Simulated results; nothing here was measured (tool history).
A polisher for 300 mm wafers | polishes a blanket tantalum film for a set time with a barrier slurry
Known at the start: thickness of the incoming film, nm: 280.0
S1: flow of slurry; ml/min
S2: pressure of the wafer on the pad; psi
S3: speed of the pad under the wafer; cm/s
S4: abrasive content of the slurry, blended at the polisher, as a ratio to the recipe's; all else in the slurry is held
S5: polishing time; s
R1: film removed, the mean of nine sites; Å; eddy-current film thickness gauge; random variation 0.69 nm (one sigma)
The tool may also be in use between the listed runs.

run,hour,S1,S2,S3,S4,S5,R1
1,0.0,245,1.5,116,1.00,41,685.50
2,6.7,245,1.5,116,1.15,41,718.36
3,12.6,220,1.5,116,1.15,41,722.03
4,21.0,220,1.5,116,1.15,36,623.33
5,24.9,220,1.5,116,1.05,36,603.78
6,25.9,265,1.5,116,1.05,36,618.67
7,30.5,265,1.7,116,1.05,36,685.08
8,35.8,265,1.9,118,1.05,36,784.49
9,38.6,265,2.0,118,1.05,36,823.37
10,43.6,265,2.1,118,1.05,36,861.89

Run 11 comes next. What will it give?
11,50.0,265,2.2,118,1.05,36,?

{"run 11": {"R1": 892.61}}
